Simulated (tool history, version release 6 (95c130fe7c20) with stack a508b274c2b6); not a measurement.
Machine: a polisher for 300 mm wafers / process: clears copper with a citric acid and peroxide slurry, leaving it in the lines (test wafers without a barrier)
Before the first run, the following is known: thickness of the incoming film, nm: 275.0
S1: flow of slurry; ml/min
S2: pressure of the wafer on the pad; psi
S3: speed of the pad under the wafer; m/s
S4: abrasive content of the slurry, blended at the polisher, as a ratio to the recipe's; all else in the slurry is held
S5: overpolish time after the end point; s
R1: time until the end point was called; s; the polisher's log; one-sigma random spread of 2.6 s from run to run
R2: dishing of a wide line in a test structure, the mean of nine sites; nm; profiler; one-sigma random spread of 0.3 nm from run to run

run 1 hour=0.0 | S1=145 S2=3.2 S3=1.14 S4=1.00 S5=15 | R1=97.230 R2=26.917
run 2 hour=1.4 | S1=145 S2=3.2 S3=1.32 S4=1.00 S5=15 | R1=87.425 R2=30.630
run 3 hour=4.5 | S1=145 S2=3.2 S3=1.32 S4=0.85 S5=15 | R1=92.467 R2=28.303
run 4 hour=8.0 | S1=145 S2=3.0 S3=1.30 S4=0.85 S5=15 | R1=99.884 R2=26.932
-- hour=15.4 slurry nozzle cleaned
run 5 hour=15.4 | S1=145 S2=2.8 S3=1.28 S4=0.85 S5=15 | R1=97.945 R2=26.620
run 6 hour=16.9 | S1=145 S2=2.8 S3=1.28 S4=0.85 S5=9 | R1=101.070 R2=16.980
run 7 hour=24.5 | S1=145 S2=2.6 S3=1.22 S4=0.85 S5=10 | R1=112.640 R2=16.943
run 8 hour=31.6 | S1=145 S2=2.5 S3=1.18 S4=0.85 S5=11 | R1=121.340 R2=17.179
run 9 hour=32.8 | S1=145 S2=2.4 S3=1.16 S4=0.85 S5=12 | R1=129.280 R2=17.717
run 10 hour=40.1 | S1=145 S2=2.3 S3=1.16 S4=0.85 S5=13 | R1=133.160 R2=17.895
run 11 hour=48.3 | S1=145 S2=2.2 S3=1.16 S4=0.85 S5=14 | R1=142.100 R2=19.080
run 12 hour=53.9 | S1=145 S2=2.1 S3=1.16 S4=0.85 S5=14 | R1=148.850 R2=18.171

Forecast run 13:
run 13 hour=58.7 | S1=145 S2=2.0 S3=1.16 S4=0.85 S5=14 | R1=? R2=?

{"run 13": {"R1": 151.67, "R2": 17.23}}

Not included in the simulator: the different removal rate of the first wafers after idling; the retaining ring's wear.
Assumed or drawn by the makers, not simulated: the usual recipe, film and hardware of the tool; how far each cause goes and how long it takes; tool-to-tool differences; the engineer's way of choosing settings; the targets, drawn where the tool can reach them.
